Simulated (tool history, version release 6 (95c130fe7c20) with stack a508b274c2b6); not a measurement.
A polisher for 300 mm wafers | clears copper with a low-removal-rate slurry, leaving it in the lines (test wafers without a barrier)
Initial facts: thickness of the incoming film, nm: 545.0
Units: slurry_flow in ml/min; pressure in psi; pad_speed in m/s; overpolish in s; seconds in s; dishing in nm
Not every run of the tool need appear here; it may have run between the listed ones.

{"run": 1, "hour": 0.0, "slurry_flow": 295, "pressure": 3.1, "pad_speed": 1.16, "slurry_solids": 1, "overpolish": 27, "seconds": 145.93, "dishing": 51.462}
{"run": 2, "hour": 5.1, "slurry_flow": 295, "pressure": 3.1, "pad_speed": 1.16, "slurry_solids": 1.1, "overpolish": 27, "seconds": 143.42, "dishing": 52.974}
{"run": 3, "hour": 7.8, "slurry_flow": 365, "pressure": 3.1, "pad_speed": 1.16, "slurry_solids": 1.1, "overpolish": 27, "seconds": 137.36, "dishing": 53.611}
{"run": 4, "hour": 14.2, "slurry_flow": 365, "pressure": 3.1, "pad_speed": 1.16, "slurry_solids": 1.1, "overpolish": 21, "seconds": 140.93, "dishing": 47.604}
{"run": 5, "hour": 19.0, "slurry_flow": 355, "pressure": 2.7, "pad_speed": 1.12, "slurry_solids": 1.1, "overpolish": 24, "seconds": 165.98, "dishing": 45.813}
{"run": 6, "hour": 19.9, "slurry_flow": 320, "pressure": 2.7, "pad_speed": 1.12, "slurry_solids": 1.1, "overpolish": 24, "seconds": 169.6, "dishing": 46.411}

Forecast run 7:
{"run": 7, "hour": 27.8, "slurry_flow": 310, "pressure": 2.4, "pad_speed": 1.12, "slurry_solids": 1.1, "overpolish": 24, "seconds": "?", "dishing": "?"}

Logged for run 7: seconds 188.9 s, dishing 39.75 nm.
